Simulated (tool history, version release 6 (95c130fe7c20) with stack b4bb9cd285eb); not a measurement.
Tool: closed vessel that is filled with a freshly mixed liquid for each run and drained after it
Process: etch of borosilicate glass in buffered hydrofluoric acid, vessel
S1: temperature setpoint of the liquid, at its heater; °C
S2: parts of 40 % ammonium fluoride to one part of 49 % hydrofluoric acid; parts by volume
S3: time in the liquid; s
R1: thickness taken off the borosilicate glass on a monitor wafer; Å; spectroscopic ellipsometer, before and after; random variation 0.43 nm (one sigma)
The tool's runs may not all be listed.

run  hour    S1  S2   S3      R1
  1     0    20  19  115  563.72
  2     8    20  21  115  520.27
  3  15.6    20  16  115   675.9
  4  19.1    20  16  125  732.84
  5  23.9    20  16  115  669.86
  6  30.9  20.5  16  115  694.52
  7  35.9    21  16  115  717.17

Run 8 comes next. What will it give?
  8  38.7  22  16  115   ?

Run 8 gave R1 760.59 Å.

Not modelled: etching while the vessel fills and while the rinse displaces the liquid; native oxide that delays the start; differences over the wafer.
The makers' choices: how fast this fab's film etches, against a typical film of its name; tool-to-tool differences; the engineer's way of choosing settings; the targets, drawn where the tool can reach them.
